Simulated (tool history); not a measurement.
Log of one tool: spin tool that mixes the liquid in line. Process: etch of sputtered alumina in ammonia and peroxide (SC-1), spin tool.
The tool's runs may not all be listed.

run	hour	temperature setpoint of the liquid (C)	parts of 29 % ammonia solution to one part of 30 % peroxide (parts by volume)	time under the liquid (s)	thickness taken off the sputtered alumina on a monitor wafer (angstrom)
1	0.0	59.0	0.40	20	16.476
2	5.9	59.0	0.45	20	16.743
3	14.3	66.0	0.45	20	23.519
4	16.5	66.0	0.30	20	22.715
5	22.7	66.0	0.30	15	17.067
6	25.9	65.0	0.30	15	16.188
7	27.8	64.5	0.30	15	15.926
8	28.7	64.0	0.30	15	15.532

Run 9 has not been measured yet. What should we expect?
9	29.4	63.5	0.30	15	?

For run 9 the tool returned thickness taken off the sputtered alumina on a monitor wafer (angstrom) 15.212.
